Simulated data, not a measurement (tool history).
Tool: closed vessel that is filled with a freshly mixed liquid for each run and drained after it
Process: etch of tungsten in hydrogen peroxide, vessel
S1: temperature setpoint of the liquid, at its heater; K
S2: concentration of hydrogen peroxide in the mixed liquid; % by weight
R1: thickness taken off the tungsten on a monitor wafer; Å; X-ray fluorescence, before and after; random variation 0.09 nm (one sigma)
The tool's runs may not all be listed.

Run 1, hour 0: S1 320.15 K, S2 16.5 % by weight, time in the liquid (s) 30. Result: R1 241.47 Å.
Run 2, hour 1.2: S1 325.15 K, S2 16.5 % by weight, time in the liquid (s) 30. Result: R1 330.99 Å.
Run 3, hour 6.1: S1 323.65 K, S2 16.5 % by weight, time in the liquid (s) 30. Result: R1 299.2 Å.
Run 4, hour 9.4: S1 323.65 K, S2 18 % by weight, time in the liquid (s) 30. Result: R1 315.46 Å.
Run 5, hour 10.7: S1 323.65 K, S2 18 % by weight, time in the liquid (s) 30. Result: R1 313.44 Å.
At hour 19: new drum of peroxide connected.
Run 6, hour 19: S1 319.65 K, S2 18 % by weight, time in the liquid (s) 30. Result: R1 248.66 Å.
Run 7, hour 20.4: S1 318.65 K, S2 18 % by weight, time in the liquid (s) 30. Result: R1 233.81 Å.

Forecast run 8:
Run 8, hour 23.7: S1 317.65 K, S2 18 % by weight, time in the liquid (s) 30. Result: R1 ?.

R1: 219.26 Å
